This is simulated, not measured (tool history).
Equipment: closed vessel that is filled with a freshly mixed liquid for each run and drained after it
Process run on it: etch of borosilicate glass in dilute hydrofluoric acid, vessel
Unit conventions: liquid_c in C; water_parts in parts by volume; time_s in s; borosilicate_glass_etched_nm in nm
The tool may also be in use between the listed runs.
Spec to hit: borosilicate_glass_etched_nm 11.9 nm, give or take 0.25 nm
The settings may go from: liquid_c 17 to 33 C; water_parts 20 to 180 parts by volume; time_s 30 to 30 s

run	hour	liquid_c	water_parts	time_s	borosilicate_glass_etched_nm
1	0	25	100	30	5.7839
2	6	26	95	30	6.343
3	15	26	70	30	8.8671
4	19.5	23.5	70	30	7.9397
5	26.9	23.5	70	30	8.0505
6	35.7	25	70	30	8.4734
7	43.5	29	65	30	10.8
8	47.2	29.5	65	30	11.075
9	50.4	30	65	30	11.355
10	59.7	30.5	65	30	11.456

Exercise: of the 5 proposed moves below, exactly one satisfies all targets within the stated allowed misses. Which move is it?
A	69	33	65	30	?
B	69	30.5	60	30	?
C	69	32.5	65	30	?
D	69	31	60	30	?
E	69	31.5	65	30	?

move	borosilicate_glass_etched_nm
A	12.522
B	12.427
C	12.288
D	12.669
E	11.829
A: carries the result that was furthest off beyond its target, to the other side
B: carries the result that was furthest off beyond its target, to the other side
C: carries the result that was furthest off beyond its target, to the other side
D: carries the result that was furthest off beyond its target, to the other side
E: each result inside its tolerance
So the answer is move E, the one that meets all the targets.
